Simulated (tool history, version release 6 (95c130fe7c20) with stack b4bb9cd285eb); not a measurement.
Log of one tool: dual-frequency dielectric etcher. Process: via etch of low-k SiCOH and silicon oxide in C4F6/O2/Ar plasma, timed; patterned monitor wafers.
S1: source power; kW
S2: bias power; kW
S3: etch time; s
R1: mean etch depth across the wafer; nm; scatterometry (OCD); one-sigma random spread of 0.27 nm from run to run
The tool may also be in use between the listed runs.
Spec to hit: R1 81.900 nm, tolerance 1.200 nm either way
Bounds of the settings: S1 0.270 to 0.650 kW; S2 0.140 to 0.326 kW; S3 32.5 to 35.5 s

| run | hour | S1 | S2 | S3 | R1 |
|---|---|---|---|---|---|
| 1 | 0.0 | 0.460 | 0.233 | 35.5 | 98.162 |
| 2 | 6.1 | 0.420 | 0.228 | 35.5 | 94.409 |
| 3 | 14.7 | 0.390 | 0.223 | 35.5 | 90.326 |
| 4 | 22.8 | 0.390 | 0.223 | 35.5 | 90.068 |
| 5 | 31.3 | 0.390 | 0.223 | 35.5 | 89.676 |
| 6 | 35.2 | 0.430 | 0.223 | 35.5 | 93.721 |
| 7 | 40.4 | 0.400 | 0.222 | 35.5 | 90.833 |
| 8 | 45.5 | 0.380 | 0.221 | 35.5 | 89.044 |
| 9 | 49.6 | 0.360 | 0.220 | 35.5 | 86.205 |
| 10 | 55.2 | 0.310 | 0.218 | 35.5 | 79.943 |

Below are 5 possible settings for the next run. Only one of them brings all results inside the allowed miss of their targets. Which is it?
| A | 60.8 | 0.380 | 0.167 | 35.0 | ? |
| B | 60.8 | 0.340 | 0.221 | 34.5 | ? |
| C | 60.8 | 0.440 | 0.214 | 32.5 | ? |
| D | 60.8 | 0.320 | 0.217 | 34.5 | ? |
| E | 60.8 | 0.340 | 0.232 | 35.5 | ? |

| move | R1 |
|---|---|
| A | 77.914 |
| B | 81.437 |
| C | 85.658 |
| D | 78.440 |
| E | 85.468 |
A: misses by more than the last run did
B: in spec on every target
C: carries the result that was furthest off beyond its target, to the other side
D: misses by more than the last run did
E: carries the result that was furthest off beyond its target, to the other side
Go with B: it meets all targets.
